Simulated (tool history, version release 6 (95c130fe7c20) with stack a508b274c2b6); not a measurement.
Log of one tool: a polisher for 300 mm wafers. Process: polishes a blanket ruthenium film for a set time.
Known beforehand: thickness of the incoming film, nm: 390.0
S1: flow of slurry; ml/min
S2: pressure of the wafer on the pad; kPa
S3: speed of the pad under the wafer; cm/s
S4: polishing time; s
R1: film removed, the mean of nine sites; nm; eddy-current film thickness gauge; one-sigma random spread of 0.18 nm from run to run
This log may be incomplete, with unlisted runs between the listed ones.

run 1 day=0 | S1=205 S2=15.2 S3=102 S4=20 | R1=27.881
run 2 day=0.271 | S1=205 S2=13.1 S3=102 S4=20 | R1=23.845
run 3 day=0.492 | S1=205 S2=13.1 S3=78 S4=20 | R1=18.275
run 4 day=0.746 | S1=205 S2=13.1 S3=98 S4=20 | R1=22.782
run 5 day=0.804 | S1=255 S2=13.1 S3=98 S4=20 | R1=23.781
run 6 day=1.154 | S1=250 S2=13.1 S3=98 S4=20 | R1=23.677
run 7 day=1.471 | S1=245 S2=13.1 S3=98 S4=20 | R1=23.721
run 8 day=1.65 | S1=240 S2=13.1 S3=98 S4=20 | R1=23.25

Run 9 comes next. What will it give?
run 9 day=2.017 | S1=230 S2=12.4 S3=98 S4=20 | R1=?

Run 9 measured R1 22.263 nm.
